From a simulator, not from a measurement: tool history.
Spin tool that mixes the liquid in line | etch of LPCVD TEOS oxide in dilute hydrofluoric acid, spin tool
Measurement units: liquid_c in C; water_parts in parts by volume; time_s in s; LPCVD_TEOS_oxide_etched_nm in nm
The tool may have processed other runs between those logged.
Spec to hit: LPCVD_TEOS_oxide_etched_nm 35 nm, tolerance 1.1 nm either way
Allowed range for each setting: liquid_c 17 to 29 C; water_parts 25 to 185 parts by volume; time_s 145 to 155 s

run    day  liquid_c  water_parts  time_s  LPCVD_TEOS_oxide_etched_nm
  1      0        21          105     145                       27.93
  2  0.279        21          125     145                      22.518
  3  0.504      17.5          125     145                      19.913
  4  0.629        19          120     145                      22.147
  5  0.954        19          155     145                      16.349
  6  1.188        20          150     145                        17.8
  7  1.329        21          145     145                      18.947
  8  1.408        22          140     145                      20.965
  9  1.571        23          135     145                      22.401
 10  1.688      23.5          130     145                      23.668
 11  1.867        24          125     145                      25.615
 12   1.95      24.5          125     145                      26.367
 13  2.021        25          125     145                      26.484
 14  2.129      25.5          125     145                      26.965

4 candidate next runs follow, results not yet known. Just one meets every target within its allowed miss. Identify it.
  A  2.238        18           85     150                           ?
  B  2.238        25          110     150                           ?
  C  2.238      25.5          105     155                           ?
  D  2.238      22.5           85     155                           ?

move  LPCVD_TEOS_oxide_etched_nm
   A                      31.582
   B                      31.495
   C                      34.983
   D                      39.316
A: nearer than the last run, and not there yet
B: nearer than the last run, and not there yet
C: hits every target within its allowed miss
D: pushes the last run's worst result past its target
The move that meets every target is C.
